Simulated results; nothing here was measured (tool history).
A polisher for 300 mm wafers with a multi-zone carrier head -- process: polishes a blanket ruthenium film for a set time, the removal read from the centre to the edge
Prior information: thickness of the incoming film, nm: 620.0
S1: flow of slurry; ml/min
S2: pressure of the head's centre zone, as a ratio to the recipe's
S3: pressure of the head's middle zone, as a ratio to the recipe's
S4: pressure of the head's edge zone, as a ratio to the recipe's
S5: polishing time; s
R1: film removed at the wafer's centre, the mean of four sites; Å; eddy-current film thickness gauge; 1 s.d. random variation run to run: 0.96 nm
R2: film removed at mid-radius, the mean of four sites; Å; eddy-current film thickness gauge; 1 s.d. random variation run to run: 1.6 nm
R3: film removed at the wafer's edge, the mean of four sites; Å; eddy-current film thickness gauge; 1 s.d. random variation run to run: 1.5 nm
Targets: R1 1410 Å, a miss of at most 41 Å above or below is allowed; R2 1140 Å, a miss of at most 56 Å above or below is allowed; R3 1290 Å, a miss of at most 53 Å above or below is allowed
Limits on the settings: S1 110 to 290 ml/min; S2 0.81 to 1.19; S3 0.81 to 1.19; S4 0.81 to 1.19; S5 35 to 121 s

Run 1, hour 0: S1 185 ml/min, S2 1, S3 1, S4 1, S5 78 s. Result: R1 1009.3 Å, R2 988.34 Å, R3 994.64 Å.
Run 2, hour 3.9: S1 185 ml/min, S2 1, S3 1, S4 1, S5 68 s. Result: R1 871.61 Å, R2 851.04 Å, R3 847.89 Å.
Run 3, hour 8.6: S1 190 ml/min, S2 1.01, S3 1, S4 1.01, S5 70 s. Result: R1 920.8 Å, R2 896.01 Å, R3 880.56 Å.
Run 4, hour 17.6: S1 220 ml/min, S2 1.01, S3 1, S4 1.01, S5 70 s. Result: R1 945.98 Å, R2 910.38 Å, R3 911.62 Å.
Run 5, hour 23: S1 255 ml/min, S2 1.01, S3 1, S4 1.01, S5 70 s. Result: R1 966.3 Å, R2 918.12 Å, R3 911.27 Å.
Run 6, hour 25.5: S1 255 ml/min, S2 0.92, S3 1, S4 1.01, S5 70 s. Result: R1 895.54 Å, R2 918.33 Å, R3 919.09 Å.
Run 7, hour 26.7: S1 255 ml/min, S2 0.94, S3 0.99, S4 1.02, S5 72 s. Result: R1 927.49 Å, R2 951.3 Å, R3 941.33 Å.
Run 8, hour 33.9: S1 255 ml/min, S2 0.96, S3 0.97, S4 1.03, S5 74 s. Result: R1 978.76 Å, R2 957.86 Å, R3 965.43 Å.
Run 9, hour 34.7: S1 250 ml/min, S2 0.97, S3 0.95, S4 1.04, S5 76 s. Result: R1 993.89 Å, R2 959.4 Å, R3 1020.8 Å.
Run 10, hour 43.3: S1 275 ml/min, S2 1.07, S3 0.97, S4 1.12, S5 89 s. Result: R1 1310.6 Å, R2 1143.7 Å, R3 1242.4 Å.
Run 11, hour 44: S1 275 ml/min, S2 1.08, S3 0.97, S4 1.12, S5 89 s. Result: R1 1315.1 Å, R2 1155.9 Å, R3 1234.6 Å.
Run 12, hour 48.5: S1 275 ml/min, S2 1.09, S3 0.97, S4 1.12, S5 89 s. Result: R1 1333.7 Å, R2 1167.3 Å, R3 1269.7 Å.
Run 13, hour 51.2: S1 275 ml/min, S2 1.1, S3 0.97, S4 1.12, S5 89 s. Result: R1 1347.2 Å, R2 1165.2 Å, R3 1242.8 Å.

Consider the 4 candidate settings below. Which is the only one whose results all fall within their allowed miss of target?
Run A, hour 53.9: S1 290 ml/min, S2 1.15, S3 0.96, S4 1.03, S5 87 s. Result: R1 ?, R2 ?, R3 ?.
Run B, hour 53.9: S1 265 ml/min, S2 1.13, S3 1.09, S4 1, S5 84 s. Result: R1 ?, R2 ?, R3 ?.
Run C, hour 53.9: S1 230 ml/min, S2 1.08, S3 1.01, S4 1.11, S5 87 s. Result: R1 ?, R2 ?, R3 ?.
Run D, hour 53.9: S1 290 ml/min, S2 1.11, S3 0.9, S4 1.13, S5 92 s. Result: R1 ?, R2 ?, R3 ?.

move      R1      R2      R3
   A  1388.4  1125.5  1178.5
   B  1305.8  1198.6  1111.4
   C  1271.1  1143.4  1197.7
   D  1419.9  1127.9  1306.6
A: gets the furthest-off result to its target, but another result is out of tolerance
B: misses by more than the last run did
C: misses by more than the last run did
D: in spec on every target
So the answer is move D, the one that meets all the targets.
